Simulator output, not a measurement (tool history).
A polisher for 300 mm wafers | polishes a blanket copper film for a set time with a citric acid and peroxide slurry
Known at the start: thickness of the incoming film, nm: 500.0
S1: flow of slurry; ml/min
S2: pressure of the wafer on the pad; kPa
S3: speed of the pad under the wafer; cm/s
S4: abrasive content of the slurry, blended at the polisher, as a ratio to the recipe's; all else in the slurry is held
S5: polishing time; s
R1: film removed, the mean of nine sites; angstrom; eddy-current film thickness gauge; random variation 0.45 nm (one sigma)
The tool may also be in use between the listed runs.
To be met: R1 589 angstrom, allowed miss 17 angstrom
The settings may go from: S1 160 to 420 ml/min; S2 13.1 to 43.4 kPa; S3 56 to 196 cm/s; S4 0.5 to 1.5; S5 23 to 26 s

run 1 day=0 | S1=270 S2=28.3 S3=126 S4=1 S5=26 | R1=1170
run 2 day=0.288 | S1=270 S2=28.3 S3=110 S4=1 S5=26 | R1=1059.2
run 3 day=0.346 | S1=270 S2=24.8 S3=108 S4=1 S5=26 | R1=918.55
run 4 day=0.396 | S1=270 S2=22.1 S3=108 S4=1 S5=26 | R1=824.78
run 5 day=0.442 | S1=270 S2=22.1 S3=108 S4=1 S5=26 | R1=822.46
run 6 day=0.608 | S1=270 S2=24.8 S3=108 S4=1 S5=26 | R1=920.99
run 7 day=0.8 | S1=270 S2=22.1 S3=108 S4=1 S5=26 | R1=827.86
run 8 day=1.092 | S1=270 S2=20 S3=108 S4=1 S5=26 | R1=751.19
run 9 day=1.342 | S1=270 S2=18.6 S3=108 S4=1 S5=26 | R1=705.94
run 10 day=1.629 | S1=270 S2=17.9 S3=108 S4=1 S5=26 | R1=670.96
run 11 day=1.825 | S1=270 S2=17.2 S3=108 S4=1 S5=26 | R1=655.88
run 12 day=1.967 | S1=270 S2=16.5 S3=108 S4=1 S5=26 | R1=633.4

4 next moves are on the table. One of them brings every result within its allowed miss. Which?
run A day=2.108 | S1=240 S2=19.3 S3=96 S4=1.1 S5=24 | R1=?
run B day=2.108 | S1=225 S2=16.5 S3=104 S4=0.95 S5=26 | R1=?
run C day=2.108 | S1=315 S2=15.9 S3=94 S4=1.05 S5=26 | R1=?
run D day=2.108 | S1=275 S2=14.5 S3=120 S4=1.2 S5=26 | R1=?

move=A R1=614.78
move=B R1=587.84
move=C R1=552.71
move=D R1=614.98
A: nearer than the last run, and not there yet
B: meets every target
C: takes the result that was furthest off past its target
D: nearer than the last run, and not there yet
Answer: B
